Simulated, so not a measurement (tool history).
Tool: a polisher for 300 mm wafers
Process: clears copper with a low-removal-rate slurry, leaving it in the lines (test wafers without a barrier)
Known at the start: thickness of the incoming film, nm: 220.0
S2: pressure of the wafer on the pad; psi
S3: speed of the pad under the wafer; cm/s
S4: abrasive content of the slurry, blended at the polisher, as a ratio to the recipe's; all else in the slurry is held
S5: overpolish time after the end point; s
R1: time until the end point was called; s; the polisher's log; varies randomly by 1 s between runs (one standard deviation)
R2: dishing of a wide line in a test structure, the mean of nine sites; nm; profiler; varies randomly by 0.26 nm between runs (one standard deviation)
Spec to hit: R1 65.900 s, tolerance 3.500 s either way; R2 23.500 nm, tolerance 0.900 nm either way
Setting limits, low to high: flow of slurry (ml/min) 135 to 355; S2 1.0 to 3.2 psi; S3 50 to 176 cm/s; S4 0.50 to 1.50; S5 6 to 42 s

{"run": 1, "hour": 0.0, "flow of slurry (ml/min)": 225, "S2": 2.1, "S3": 112, "S4": 1.0, "S5": 21, "R1": 102.63, "R2": 23.761}
{"run": 2, "hour": 5.0, "flow of slurry (ml/min)": 225, "S2": 2.3, "S3": 112, "S4": 1.0, "S5": 19, "R1": 95.448, "R2": 23.733}
{"run": 3, "hour": 7.5, "flow of slurry (ml/min)": 225, "S2": 2.3, "S3": 112, "S4": 1.0, "S5": 28, "R1": 98.167, "R2": 29.754}
{"run": 4, "hour": 10.7, "flow of slurry (ml/min)": 225, "S2": 2.4, "S3": 112, "S4": 1.0, "S5": 24, "R1": 93.832, "R2": 28.288}
{"run": 5, "hour": 15.2, "flow of slurry (ml/min)": 225, "S2": 2.5, "S3": 114, "S4": 1.0, "S5": 21, "R1": 90.774, "R2": 26.633}
{"run": 6, "hour": 19.0, "flow of slurry (ml/min)": 265, "S2": 2.5, "S3": 114, "S4": 1.0, "S5": 21, "R1": 85.879, "R2": 27.381}
{"run": 7, "hour": 23.0, "flow of slurry (ml/min)": 270, "S2": 2.6, "S3": 116, "S4": 1.0, "S5": 19, "R1": 79.002, "R2": 26.356}
{"run": 8, "hour": 26.6, "flow of slurry (ml/min)": 275, "S2": 2.6, "S3": 116, "S4": 1.0, "S5": 18, "R1": 82.493, "R2": 25.617}
{"run": 9, "hour": 32.4, "flow of slurry (ml/min)": 275, "S2": 2.7, "S3": 118, "S4": 1.0, "S5": 16, "R1": 78.208, "R2": 24.37}
{"run": 10, "hour": 40.1, "flow of slurry (ml/min)": 280, "S2": 2.8, "S3": 118, "S4": 1.0, "S5": 15, "R1": 75.759, "R2": 24.145}
{"run": 11, "hour": 47.6, "flow of slurry (ml/min)": 285, "S2": 2.9, "S3": 118, "S4": 1.0, "S5": 14, "R1": 73.508, "R2": 23.44}
{"hour": 49.8, "done": "worn pad replaced by a new one"}
{"run": 12, "hour": 49.8, "flow of slurry (ml/min)": 290, "S2": 3.0, "S3": 118, "S4": 1.0, "S5": 14, "R1": 63.535, "R2": 25.693}

Consider the 4 candidate settings below. Which is the only one whose results all fall within their allowed miss of target?
{"run": "A", "hour": 52.0, "flow of slurry (ml/min)": 290, "S2": 3.2, "S3": 104, "S4": 0.65, "S5": 15, "R1": "?", "R2": "?"}
{"run": "B", "hour": 52.0, "flow of slurry (ml/min)": 310, "S2": 2.8, "S3": 106, "S4": 0.95, "S5": 17, "R1": "?", "R2": "?"}
{"run": "C", "hour": 52.0, "flow of slurry (ml/min)": 275, "S2": 2.2, "S3": 140, "S4": 0.95, "S5": 14, "R1": "?", "R2": "?"}
{"run": "D", "hour": 52.0, "flow of slurry (ml/min)": 225, "S2": 2.9, "S3": 128, "S4": 0.8, "S5": 13, "R1": "?", "R2": "?"}

move=A R1=76.406 R2=23.742
move=B R1=76.109 R2=25.787
move=C R1=72.146 R2=23.173
move=D R1=66.070 R2=23.686
A: brings the last run's worst result on target, with another outside its allowed miss
B: the biggest miss grows against the last run
C: brings the last run's worst result on target, with another outside its allowed miss
D: hits every target within its allowed miss
Answer: D
